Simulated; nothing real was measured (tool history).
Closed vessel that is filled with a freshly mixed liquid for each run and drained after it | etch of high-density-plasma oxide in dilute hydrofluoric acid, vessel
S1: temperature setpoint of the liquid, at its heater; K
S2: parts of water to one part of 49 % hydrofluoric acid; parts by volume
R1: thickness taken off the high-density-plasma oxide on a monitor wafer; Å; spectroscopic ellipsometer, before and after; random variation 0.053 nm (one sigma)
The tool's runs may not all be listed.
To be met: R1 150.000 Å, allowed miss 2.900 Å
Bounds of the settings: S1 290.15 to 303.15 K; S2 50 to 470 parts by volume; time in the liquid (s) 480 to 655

run 1 hour=0.0 | S1=295.15 S2=260 time_in_the_liquid_(s)=655 | R1=92.268
run 2 hour=8.5 | S1=297.15 S2=250 time_in_the_liquid_(s)=655 | R1=104.360
run 3 hour=14.3 | S1=297.15 S2=250 time_in_the_liquid_(s)=655 | R1=104.020
run 4 hour=18.3 | S1=297.15 S2=315 time_in_the_liquid_(s)=655 | R1=76.804
-- hour=24.9 hydrofluoric acid flow meter replaced
run 5 hour=24.9 | S1=294.15 S2=315 time_in_the_liquid_(s)=655 | R1=78.452
run 6 hour=32.4 | S1=294.15 S2=410 time_in_the_liquid_(s)=655 | R1=55.389
run 7 hour=37.1 | S1=295.65 S2=335 time_in_the_liquid_(s)=655 | R1=76.349
run 8 hour=40.0 | S1=297.65 S2=285 time_in_the_liquid_(s)=655 | R1=100.450

5 next moves are on the table. One of them brings every result within its allowed miss. Which?
run A hour=42.9 | S1=296.65 S2=325 time_in_the_liquid_(s)=480 | R1=?
run B hour=42.9 | S1=297.15 S2=205 time_in_the_liquid_(s)=655 | R1=?
run C hour=42.9 | S1=298.15 S2=200 time_in_the_liquid_(s)=655 | R1=?
run D hour=42.9 | S1=299.15 S2=385 time_in_the_liquid_(s)=635 | R1=?
run E hour=42.9 | S1=300.65 S2=260 time_in_the_liquid_(s)=655 | R1=?

move=A R1=60.484
move=B R1=150.210
move=C R1=160.590
move=D R1=69.382
move=E R1=126.370
A: further off than the last run
B: meets every target
C: takes the result that was furthest off past its target
D: further off than the last run
E: nearer than the last run, and not there yet
Answer: B
